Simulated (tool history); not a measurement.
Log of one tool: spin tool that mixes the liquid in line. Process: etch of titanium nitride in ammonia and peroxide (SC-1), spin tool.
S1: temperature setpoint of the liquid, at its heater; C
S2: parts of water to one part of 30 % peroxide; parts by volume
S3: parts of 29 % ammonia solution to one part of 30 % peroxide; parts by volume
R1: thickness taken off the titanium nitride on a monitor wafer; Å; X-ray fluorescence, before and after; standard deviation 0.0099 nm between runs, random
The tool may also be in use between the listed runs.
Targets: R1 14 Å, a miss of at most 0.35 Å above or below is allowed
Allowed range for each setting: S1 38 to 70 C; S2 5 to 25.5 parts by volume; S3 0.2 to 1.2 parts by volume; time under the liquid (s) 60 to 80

{"run": 1, "hour": 0.0, "S1": 54, "S2": 14.5, "S3": 0.8, "time under the liquid (s)": 80, "R1": 33.234}
{"run": 2, "hour": 7.0, "S1": 52.5, "S2": 14.5, "S3": 0.8, "time under the liquid (s)": 80, "R1": 29.494}
{"run": 3, "hour": 7.6, "S1": 51, "S2": 14.5, "S3": 0.8, "time under the liquid (s)": 80, "R1": 26.92}
{"run": 4, "hour": 12.6, "S1": 51, "S2": 14.5, "S3": 1.05, "time under the liquid (s)": 80, "R1": 27.838}
{"run": 5, "hour": 14.0, "S1": 58, "S2": 14.5, "S3": 1.05, "time under the liquid (s)": 80, "R1": 45.341}
{"run": 6, "hour": 18.2, "S1": 56, "S2": 14.5, "S3": 1.05, "time under the liquid (s)": 80, "R1": 39.755}
{"run": 7, "hour": 27.0, "S1": 54, "S2": 14.5, "S3": 1.05, "time under the liquid (s)": 80, "R1": 34.62}
{"run": 8, "hour": 32.9, "S1": 52.5, "S2": 14.5, "S3": 1.05, "time under the liquid (s)": 80, "R1": 30.96}
{"run": 9, "hour": 41.2, "S1": 52.5, "S2": 14.5, "S3": 1.05, "time under the liquid (s)": 80, "R1": 31.073}
{"run": 10, "hour": 48.3, "S1": 51, "S2": 14.5, "S3": 1.05, "time under the liquid (s)": 80, "R1": 28.183}
{"run": 11, "hour": 49.6, "S1": 49.5, "S2": 14.5, "S3": 1.05, "time under the liquid (s)": 80, "R1": 25.303}
{"run": 12, "hour": 53.6, "S1": 48.5, "S2": 14.5, "S3": 1.05, "time under the liquid (s)": 80, "R1": 23.788}
{"run": 13, "hour": 62.3, "S1": 47.5, "S2": 14.5, "S3": 1.05, "time under the liquid (s)": 80, "R1": 21.762}

5 candidate next runs follow, results not yet known. Just one meets every target within its allowed miss. Identify it.
{"run": "A", "hour": 71.0, "S1": 52, "S2": 17.5, "S3": 1.05, "time under the liquid (s)": 80, "R1": "?"}
{"run": "B", "hour": 71.0, "S1": 50.5, "S2": 12.5, "S3": 1.2, "time under the liquid (s)": 80, "R1": "?"}
{"run": "C", "hour": 71.0, "S1": 44, "S2": 12.5, "S3": 1.2, "time under the liquid (s)": 60, "R1": "?"}
{"run": "D", "hour": 71.0, "S1": 44, "S2": 14.5, "S3": 1.05, "time under the liquid (s)": 60, "R1": "?"}
{"run": "E", "hour": 71.0, "S1": 55.5, "S2": 10.5, "S3": 0.65, "time under the liquid (s)": 80, "R1": "?"}

move=A R1=27.356
move=B R1=30.054
move=C R1=14.219
move=D R1=12.894
move=E R1=41.959
A: moves away from the targets compared with the last run
B: moves away from the targets compared with the last run
C: all results land within tolerance of their targets
D: pushes the last run's worst result past its target
E: moves away from the targets compared with the last run
Answer: C
